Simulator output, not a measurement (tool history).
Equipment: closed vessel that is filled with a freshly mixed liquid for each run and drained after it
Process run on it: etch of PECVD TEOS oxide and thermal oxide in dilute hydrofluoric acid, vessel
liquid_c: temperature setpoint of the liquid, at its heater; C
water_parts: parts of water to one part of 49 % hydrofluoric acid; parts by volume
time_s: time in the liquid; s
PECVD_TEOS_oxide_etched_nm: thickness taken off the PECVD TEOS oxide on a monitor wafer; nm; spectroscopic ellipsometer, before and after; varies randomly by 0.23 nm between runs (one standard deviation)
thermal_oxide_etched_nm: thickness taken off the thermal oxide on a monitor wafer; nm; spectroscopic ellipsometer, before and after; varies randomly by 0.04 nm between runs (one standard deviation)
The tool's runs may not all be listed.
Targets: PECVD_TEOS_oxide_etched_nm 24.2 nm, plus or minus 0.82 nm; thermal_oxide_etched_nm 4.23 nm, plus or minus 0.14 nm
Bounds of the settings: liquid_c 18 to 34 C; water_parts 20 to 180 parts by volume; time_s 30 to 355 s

| run | hour | liquid_c | water_parts | time_s | PECVD_TEOS_oxide_etched_nm | thermal_oxide_etched_nm |
|---|---|---|---|---|---|---|
| 1 | 0 | 26 | 100 | 180 | 56.388 | 9.6033 |
| 2 | 4.7 | 23.5 | 115 | 180 | 42.311 | 7.498 |
| 3 | 8.5 | 23.5 | 130 | 180 | 38.066 | 6.5813 |
| 4 | 13 | 22 | 140 | 180 | 32.506 | 5.6034 |
| 5 | 18.5 | 22 | 165 | 180 | 26.825 | 4.6955 |
| 6 | 19.9 | 21 | 165 | 180 | 25.883 | 4.5139 |
| 7 | 27.6 | 21 | 165 | 180 | 26.015 | 4.5486 |
| 8 | 28.9 | 20.5 | 165 | 180 | 25.076 | 4.4873 |
| 9 | 33.7 | 21 | 170 | 180 | 25.602 | 4.3774 |

Exercise: of the 4 proposed moves below, exactly one satisfies all targets within the stated allowed misses. Which move is it?
| A | 38.5 | 21.5 | 170 | 180 | ? | ? |
| B | 38.5 | 21 | 180 | 175 | ? | ? |
| C | 38.5 | 21 | 175 | 180 | ? | ? |
| D | 38.5 | 19 | 160 | 190 | ? | ? |

| move | PECVD_TEOS_oxide_etched_nm | thermal_oxide_etched_nm |
|---|---|---|
| A | 25.085 | 4.4248 |
| B | 22.367 | 3.9454 |
| C | 23.779 | 4.1946 |
| D | 25.738 | 4.54 |
A: nearer than the last run, and not there yet
B: the result that was furthest off in the last run now lies on the other side of its target
C: all results land within tolerance of their targets
D: misses by more than the last run did
Move C is the one to make.
